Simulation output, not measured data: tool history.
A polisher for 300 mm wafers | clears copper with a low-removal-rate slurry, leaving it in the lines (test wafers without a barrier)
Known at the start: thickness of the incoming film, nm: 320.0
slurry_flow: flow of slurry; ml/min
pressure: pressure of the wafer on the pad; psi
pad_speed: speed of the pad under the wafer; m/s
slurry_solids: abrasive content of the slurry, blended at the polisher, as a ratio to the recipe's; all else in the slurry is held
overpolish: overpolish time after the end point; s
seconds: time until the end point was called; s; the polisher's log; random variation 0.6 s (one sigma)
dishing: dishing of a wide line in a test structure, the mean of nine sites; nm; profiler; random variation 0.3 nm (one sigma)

run 1 hour=0 | slurry_flow=170 pressure=2.7 pad_speed=1.4 slurry_solids=1 overpolish=11 | seconds=65.287 dishing=26.303
run 2 hour=3.2 | slurry_flow=170 pressure=2.7 pad_speed=1.4 slurry_solids=0.85 overpolish=11 | seconds=68.072 dishing=26.672
run 3 hour=10.9 | slurry_flow=170 pressure=2.7 pad_speed=1.42 slurry_solids=0.95 overpolish=10 | seconds=64.345 dishing=24.655
run 4 hour=13 | slurry_flow=170 pressure=2.7 pad_speed=1.18 slurry_solids=0.95 overpolish=10 | seconds=78.129 dishing=22.103
run 5 hour=18.2 | slurry_flow=170 pressure=2.1 pad_speed=1.18 slurry_solids=0.95 overpolish=10 | seconds=98.248 dishing=18.04
run 6 hour=21.9 | slurry_flow=170 pressure=2.1 pad_speed=1.44 slurry_solids=0.95 overpolish=10 | seconds=82.549 dishing=20.535
run 7 hour=22.5 | slurry_flow=175 pressure=2.1 pad_speed=1.46 slurry_solids=1.05 overpolish=9 | seconds=78.647 dishing=19.545
run 8 hour=29 | slurry_flow=180 pressure=2.1 pad_speed=1.5 slurry_solids=1.15 overpolish=8 | seconds=74.798 dishing=18.85
run 9 hour=31.9 | slurry_flow=185 pressure=2.1 pad_speed=1.54 slurry_solids=1.2 overpolish=7 | seconds=71.874 dishing=17.168
run 10 hour=34.5 | slurry_flow=195 pressure=2.1 pad_speed=1.54 slurry_solids=1.25 overpolish=6 | seconds=70.954 dishing=15.166
run 11 hour=35.9 | slurry_flow=200 pressure=2.2 pad_speed=1.54 slurry_solids=1.25 overpolish=6 | seconds=68.287 dishing=15.896

Run 12 comes next. What will it give?
run 12 hour=38.5 | slurry_flow=205 pressure=2.3 pad_speed=1.54 slurry_solids=1.25 overpolish=5 | seconds=? dishing=?

{"run 12": {"seconds": 64.081, "dishing": 14.362}}
